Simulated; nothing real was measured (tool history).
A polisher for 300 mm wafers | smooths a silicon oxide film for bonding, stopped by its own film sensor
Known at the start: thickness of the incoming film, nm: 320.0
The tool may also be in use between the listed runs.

| run | hour | flow of slurry (ml/min) | pressure of the wafer on the pad (psi) | speed of the pad under the wafer (cm/s) | abrasive content of the slurry | target thickness at which the film sensor stops the polish (angstrom) | time until the film sensor stopped the polish (s) |
|---|---|---|---|---|---|---|---|
| 1 | 0.0 | 185 | 2.2 | 92 | 1.0 | 2940 | 33.392 |
| 2 | 4.5 | 185 | 2.2 | 92 | 1.0 | 2940 | 32.024 |
| 3 | 6.1 | 165 | 2.2 | 92 | 1.0 | 2940 | 32.809 |
| 4 | 9.9 | 165 | 2.2 | 92 | 1.2 | 2940 | 29.970 |
| 5 | 18.3 | 165 | 2.4 | 94 | 1.2 | 2940 | 27.952 |
| 6 | 20.1 | 165 | 2.6 | 96 | 1.2 | 2940 | 24.359 |
| 7 | 22.2 | 165 | 2.7 | 96 | 1.2 | 2940 | 24.077 |
| 8 | 29.3 | 165 | 2.8 | 96 | 1.2 | 2940 | 22.801 |

Forecast run 9:
| 9 | 33.1 | 165 | 2.9 | 96 | 1.2 | 2940 | ? |

Run 9 gave time until the film sensor stopped the polish (s) 22.607.
